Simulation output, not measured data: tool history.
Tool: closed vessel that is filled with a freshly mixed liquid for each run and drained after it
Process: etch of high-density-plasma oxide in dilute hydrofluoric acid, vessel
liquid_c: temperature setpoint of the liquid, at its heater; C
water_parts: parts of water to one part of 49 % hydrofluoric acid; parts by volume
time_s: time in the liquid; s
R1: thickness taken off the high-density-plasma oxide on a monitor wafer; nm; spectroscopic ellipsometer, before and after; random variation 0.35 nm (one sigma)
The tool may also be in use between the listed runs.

{"run": 1, "day": 0.0, "liquid_c": 22.0, "water_parts": 295, "time_s": 2345, "R1": 43.931}
{"run": 2, "day": 0.229, "liquid_c": 23.0, "water_parts": 295, "time_s": 2345, "R1": 45.373}
{"run": 3, "day": 0.521, "liquid_c": 19.5, "water_parts": 295, "time_s": 2345, "R1": 39.221}
{"run": 4, "day": 0.696, "liquid_c": 20.5, "water_parts": 295, "time_s": 2345, "R1": 41.16}
{"run": 5, "day": 0.779, "liquid_c": 20.5, "water_parts": 295, "time_s": 2345, "R1": 40.982}
{"run": 6, "day": 1.071, "liquid_c": 21.5, "water_parts": 295, "time_s": 2345, "R1": 42.731}
{"run": 7, "day": 1.442, "liquid_c": 21.5, "water_parts": 295, "time_s": 2345, "R1": 43.05}
{"run": 8, "day": 1.5, "liquid_c": 22.5, "water_parts": 295, "time_s": 2345, "R1": 44.117}
{"run": 9, "day": 1.738, "liquid_c": 23.0, "water_parts": 295, "time_s": 2345, "R1": 45.225}

The next listed run, before its measurement:
{"run": 10, "day": 1.808, "liquid_c": 23.5, "water_parts": 295, "time_s": 2345, "R1": "?"}

R1: 45.886 nm
